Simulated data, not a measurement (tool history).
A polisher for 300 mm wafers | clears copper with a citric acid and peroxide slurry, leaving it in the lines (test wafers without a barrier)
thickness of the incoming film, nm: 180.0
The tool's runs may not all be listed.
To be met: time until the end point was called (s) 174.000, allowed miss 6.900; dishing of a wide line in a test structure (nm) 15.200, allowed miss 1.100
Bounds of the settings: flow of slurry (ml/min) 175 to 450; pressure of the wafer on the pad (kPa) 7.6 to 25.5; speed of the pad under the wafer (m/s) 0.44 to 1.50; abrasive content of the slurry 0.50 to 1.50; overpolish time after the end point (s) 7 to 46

| run | day | flow of slurry (ml/min) | pressure of the wafer on the pad (kPa) | speed of the pad under the wafer (m/s) | abrasive content of the slurry | overpolish time after the end point (s) | time until the end point was called (s) | dishing of a wide line in a test structure (nm) |
|---|---|---|---|---|---|---|---|---|
| 1 | 0.000 | 290 | 16.5 | 0.96 | 1.00 | 24 | 84.894 | 36.381 |
| 2 | 0.150 | 290 | 16.5 | 0.96 | 0.85 | 24 | 88.884 | 36.250 |
| 3 | 0.517 | 290 | 16.5 | 0.96 | 0.85 | 15 | 89.070 | 23.194 |
| 4 | 0.842 | 290 | 16.5 | 0.96 | 0.75 | 15 | 90.099 | 23.387 |
| 5 | 1.054 | 290 | 13.8 | 0.92 | 0.75 | 16 | 111.020 | 20.684 |
| 6 | 1.208 | 340 | 13.8 | 0.92 | 0.75 | 16 | 111.710 | 20.133 |
| 7 | 1.238 | 340 | 11.7 | 0.90 | 0.75 | 17 | 134.480 | 17.993 |
| 8 | 1.604 | 340 | 10.3 | 0.90 | 0.75 | 17 | 150.860 | 16.298 |
| 9 | 1.625 | 340 | 9.7 | 0.90 | 0.75 | 17 | 157.510 | 16.086 |

4 next moves are on the table. One of them brings every result within its allowed miss. Which?
| A | 1.646 | 425 | 10.3 | 0.66 | 0.80 | 17 | ? | ? |
| B | 1.646 | 310 | 12.4 | 0.78 | 0.65 | 18 | ? | ? |
| C | 1.646 | 300 | 11.0 | 0.88 | 0.75 | 16 | ? | ? |
| D | 1.646 | 325 | 11.0 | 0.74 | 0.60 | 19 | ? | ? |

| move | time until the end point was called (s) | dishing of a wide line in a test structure (nm) |
|---|---|---|
| A | 194.720 | 12.891 |
| B | 149.100 | 17.481 |
| C | 145.140 | 16.013 |
| D | 177.100 | 15.627 |
A: takes the result that was furthest off past its target
B: further off than the last run
C: further off than the last run
D: meets every target
Answer: D
